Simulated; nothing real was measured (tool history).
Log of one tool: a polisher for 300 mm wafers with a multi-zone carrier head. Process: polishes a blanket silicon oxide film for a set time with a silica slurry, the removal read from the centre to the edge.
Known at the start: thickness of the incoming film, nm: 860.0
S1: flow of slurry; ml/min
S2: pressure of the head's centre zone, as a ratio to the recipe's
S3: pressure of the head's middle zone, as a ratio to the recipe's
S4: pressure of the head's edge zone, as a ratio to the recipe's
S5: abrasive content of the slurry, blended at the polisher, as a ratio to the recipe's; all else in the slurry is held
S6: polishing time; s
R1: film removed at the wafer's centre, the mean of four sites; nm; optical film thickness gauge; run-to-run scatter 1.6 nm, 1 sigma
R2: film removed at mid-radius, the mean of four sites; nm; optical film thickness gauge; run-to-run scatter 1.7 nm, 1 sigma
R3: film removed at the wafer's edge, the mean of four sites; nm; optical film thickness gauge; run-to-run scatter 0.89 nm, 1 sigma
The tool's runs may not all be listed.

| run | hour | S1 | S2 | S3 | S4 | S5 | S6 | R1 | R2 | R3 |
|---|---|---|---|---|---|---|---|---|---|---|
| 1 | 0 | 260 | 1 | 1 | 1 | 1 | 42 | 143.82 | 161.46 | 162.75 |
| 2 | 2.7 | 260 | 1 | 1 | 1.04 | 1 | 42 | 144.72 | 158.54 | 163.88 |
| 3 | 8.3 | 260 | 1 | 0.93 | 1.04 | 1 | 42 | 142.72 | 151.49 | 165.46 |
| 4 | 11.5 | 260 | 1 | 0.93 | 1.04 | 1 | 47 | 161.06 | 167.29 | 186.26 |
| 5 | 14.3 | 260 | 1 | 0.93 | 1.11 | 1 | 47 | 162.62 | 167.75 | 191.16 |
| 6 | 21.7 | 260 | 1 | 0.92 | 1.08 | 0.9 | 47 | 154.65 | 160.62 | 181.57 |
|  | 26.7 | centre zone pressure recalibrated |
| 7 | 26.7 | 255 | 1.01 | 0.91 | 1.06 | 0.85 | 47 | 163.5 | 155.49 | 176.53 |
| 8 | 32.5 | 250 | 0.98 | 0.9 | 1.04 | 0.8 | 47 | 153.5 | 154.41 | 168.26 |
| 9 | 39.2 | 250 | 0.97 | 0.88 | 1.05 | 0.75 | 47 | 148.17 | 141.45 | 167.63 |
| 10 | 43.7 | 245 | 0.95 | 0.88 | 1.02 | 0.7 | 47 | 145.56 | 137.47 | 156.83 |
| 11 | 45.8 | 240 | 0.93 | 0.88 | 1.01 | 0.7 | 47 | 135.93 | 136.07 | 156.81 |
| 12 | 48.2 | 235 | 0.92 | 0.88 | 0.99 | 0.7 | 47 | 135.37 | 137.51 | 154.76 |

Run 13 is up next; what results do you expect?
| 13 | 52.8 | 235 | 0.92 | 0.88 | 0.99 | 0.7 | 47 | ? | ? | ? |

R1: 131.95 nm
R2: 138.45 nm
R3: 155.62 nm
